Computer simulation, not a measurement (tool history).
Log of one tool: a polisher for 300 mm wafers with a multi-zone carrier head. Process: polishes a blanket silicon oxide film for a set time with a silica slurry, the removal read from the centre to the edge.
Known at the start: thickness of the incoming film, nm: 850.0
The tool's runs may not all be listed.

| run | hour | flow of slurry (ml/min) | pressure of the head's centre zone | pressure of the head's middle zone | pressure of the head's edge zone | abrasive content of the slurry | polishing time (s) | film removed at the wafer's centre (angstrom) | film removed at mid-radius (angstrom) | film removed at the wafer's edge (angstrom) |
|---|---|---|---|---|---|---|---|---|---|---|
| 1 | 0.0 | 135 | 1.00 | 1.00 | 1.00 | 1.00 | 81 | 2179.4 | 2287.6 | 2218.5 |
| 2 | 0.7 | 135 | 1.00 | 1.00 | 1.00 | 1.10 | 81 | 2320.3 | 2349.5 | 2318.7 |
| 3 | 6.4 | 145 | 1.02 | 1.02 | 1.05 | 1.25 | 84 | 2608.3 | 2665.2 | 2600.3 |
| 4 | 14.6 | 145 | 1.02 | 1.02 | 1.13 | 1.25 | 84 | 2554.4 | 2666.2 | 2690.1 |
| 5 | 20.9 | 145 | 1.02 | 1.02 | 1.13 | 1.15 | 84 | 2457.0 | 2553.7 | 2605.4 |
| 6 | 24.3 | 155 | 1.05 | 1.01 | 1.15 | 1.25 | 87 | 2769.9 | 2721.4 | 2791.4 |

Run 7 comes next. What will it give?
| 7 | 31.1 | 155 | 1.05 | 1.01 | 1.15 | 1.25 | 87 | ? | ? | ? |

{"run 7": {"film removed at the wafer's centre (angstrom)": 2770.1, "film removed at mid-radius (angstrom)": 2732.7, "film removed at the wafer's edge (angstrom)": 2817.0}}

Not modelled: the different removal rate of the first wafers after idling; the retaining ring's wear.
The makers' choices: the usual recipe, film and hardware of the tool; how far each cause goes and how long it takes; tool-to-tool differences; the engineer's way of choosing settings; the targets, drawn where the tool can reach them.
